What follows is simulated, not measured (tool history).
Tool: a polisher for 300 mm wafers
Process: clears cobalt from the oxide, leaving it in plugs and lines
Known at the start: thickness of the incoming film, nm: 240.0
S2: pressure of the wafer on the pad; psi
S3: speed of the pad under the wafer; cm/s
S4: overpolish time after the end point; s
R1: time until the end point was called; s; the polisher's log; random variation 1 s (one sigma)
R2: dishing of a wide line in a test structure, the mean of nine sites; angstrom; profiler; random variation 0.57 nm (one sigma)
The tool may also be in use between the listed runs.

Run 1, day 0.000: flow of slurry (ml/min) 135, S2 1.2 psi, S3 76 cm/s, S4 23 s. Result: R1 110.510 s, R2 228.17 angstrom.
Run 2, day 0.317: flow of slurry (ml/min) 135, S2 1.3 psi, S3 76 cm/s, S4 22 s. Result: R1 104.540 s, R2 225.27 angstrom.
Run 3, day 0.592: flow of slurry (ml/min) 135, S2 1.4 psi, S3 78 cm/s, S4 22 s. Result: R1 95.023 s, R2 238.45 angstrom.
Run 4, day 0.908: flow of slurry (ml/min) 135, S2 1.2 psi, S3 78 cm/s, S4 22 s. Result: R1 109.960 s, R2 219.91 angstrom.
Run 5, day 0.954: flow of slurry (ml/min) 135, S2 1.4 psi, S3 80 cm/s, S4 21 s. Result: R1 94.550 s, R2 229.26 angstrom.
Run 6, day 0.983: flow of slurry (ml/min) 135, S2 1.4 psi, S3 70 cm/s, S4 21 s. Result: R1 107.440 s, R2 215.75 angstrom.
Run 7, day 1.108: flow of slurry (ml/min) 140, S2 1.5 psi, S3 74 cm/s, S4 21 s. Result: R1 92.126 s, R2 225.32 angstrom.
Run 8, day 1.396: flow of slurry (ml/min) 145, S2 1.6 psi, S3 74 cm/s, S4 22 s. Result: R1 86.337 s, R2 230.71 angstrom.

Forecast run 9:
Run 9, day 1.742: flow of slurry (ml/min) 145, S2 1.7 psi, S3 76 cm/s, S4 23 s. Result: R1 ?, R2 ?.

Run 9 gave R1 79.654 s, R2 227.04 angstrom.
